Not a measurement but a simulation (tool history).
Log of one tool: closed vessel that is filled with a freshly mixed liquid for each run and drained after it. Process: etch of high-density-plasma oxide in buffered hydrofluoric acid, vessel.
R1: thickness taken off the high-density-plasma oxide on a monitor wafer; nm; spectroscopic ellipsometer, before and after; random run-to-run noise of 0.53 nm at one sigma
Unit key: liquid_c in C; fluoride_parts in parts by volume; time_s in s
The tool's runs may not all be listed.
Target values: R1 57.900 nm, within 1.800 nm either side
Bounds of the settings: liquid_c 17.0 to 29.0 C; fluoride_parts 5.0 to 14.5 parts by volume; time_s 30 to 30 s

{"run": 1, "hour": 0.0, "liquid_c": 21.0, "fluoride_parts": 9.0, "time_s": 30, "R1": 31.644}
{"run": 2, "hour": 7.7, "liquid_c": 18.5, "fluoride_parts": 9.0, "time_s": 30, "R1": 27.652}
{"run": 3, "hour": 10.9, "liquid_c": 20.5, "fluoride_parts": 8.5, "time_s": 30, "R1": 32.08}
{"run": 4, "hour": 16.3, "liquid_c": 22.0, "fluoride_parts": 8.0, "time_s": 30, "R1": 35.892}
{"run": 5, "hour": 18.7, "liquid_c": 24.0, "fluoride_parts": 8.0, "time_s": 30, "R1": 39.975}
{"run": 6, "hour": 22.6, "liquid_c": 24.0, "fluoride_parts": 8.0, "time_s": 30, "R1": 41.03}
{"run": 7, "hour": 28.8, "liquid_c": 25.0, "fluoride_parts": 8.0, "time_s": 30, "R1": 42.863}
{"run": 8, "hour": 32.0, "liquid_c": 25.5, "fluoride_parts": 8.0, "time_s": 30, "R1": 43.788}
{"run": 9, "hour": 38.6, "liquid_c": 26.0, "fluoride_parts": 8.0, "time_s": 30, "R1": 44.863}
{"run": 10, "hour": 43.0, "liquid_c": 26.5, "fluoride_parts": 8.0, "time_s": 30, "R1": 46.134}
{"hour": 45.8, "done": "hydrofluoric acid flow meter replaced"}
{"run": 11, "hour": 45.8, "liquid_c": 27.0, "fluoride_parts": 8.0, "time_s": 30, "R1": 53.314}
{"run": 12, "hour": 47.3, "liquid_c": 27.5, "fluoride_parts": 8.0, "time_s": 30, "R1": 54.923}

Which one of the following 4 next-run settings gets every result inside its allowed miss? There is exactly one.
{"run": "A", "hour": 48.8, "liquid_c": 28.0, "fluoride_parts": 8.5, "time_s": 30, "R1": "?"}
{"run": "B", "hour": 48.8, "liquid_c": 28.5, "fluoride_parts": 8.5, "time_s": 30, "R1": "?"}
{"run": "C", "hour": 48.8, "liquid_c": 29.0, "fluoride_parts": 9.0, "time_s": 30, "R1": "?"}
{"run": "D", "hour": 48.8, "liquid_c": 28.5, "fluoride_parts": 8.0, "time_s": 30, "R1": "?"}

move=A R1=53.538
move=B R1=54.976
move=C R1=53.054
move=D R1=58.705
A: lands further from the targets than the last run did
B: no better and no worse than the last run
C: lands further from the targets than the last run did
D: meets every target
Correct choice: D, which meets every target
